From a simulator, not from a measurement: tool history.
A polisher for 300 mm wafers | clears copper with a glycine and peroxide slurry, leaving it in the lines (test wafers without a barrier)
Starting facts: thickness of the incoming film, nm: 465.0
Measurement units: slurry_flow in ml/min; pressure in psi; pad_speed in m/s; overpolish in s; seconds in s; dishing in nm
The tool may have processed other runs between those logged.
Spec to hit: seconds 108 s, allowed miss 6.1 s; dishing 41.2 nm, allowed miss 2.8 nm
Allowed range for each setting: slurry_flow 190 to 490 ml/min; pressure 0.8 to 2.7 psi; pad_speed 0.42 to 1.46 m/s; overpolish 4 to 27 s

run,day,slurry_flow,pressure,pad_speed,overpolish,seconds,dishing
1,0,315,1.7,0.94,14,163.55,28.475
2,0.25,315,1.7,0.94,9,162.53,18.775
3,0.558,315,1.9,0.98,11,146.86,25.123
4,0.879,315,1.9,1.18,11,125.8,27.496
5,1.179,315,1.9,1.18,9,124.26,23.692
6,1.421,315,1.9,1.3,9,117.24,25.036
7,1.667,315,2,1.3,11,111.37,30.658
8,1.912,315,2,1.3,12,109.36,32.014

5 next moves are on the table. One of them brings every result within its allowed miss. Which?
A,2.158,325,2.1,1.28,11,?,?
B,2.158,335,2.2,1.22,16,?,?
C,2.158,315,1.8,1.32,15,?,?
D,2.158,250,2.2,1.24,21,?,?
E,2.158,335,2.1,1.32,13,?,?

move,seconds,dishing
A,106.81,31.175
B,106.69,41.304
C,118.33,36.202
D,107.97,48.972
E,103.9,36.098
A: moves away from the targets compared with the last run
B: each result inside its tolerance
C: better than the last run, though not everything is in spec
D: carries the result that was furthest off beyond its target, to the other side
E: better than the last run, though not everything is in spec
The move that meets every target is B.
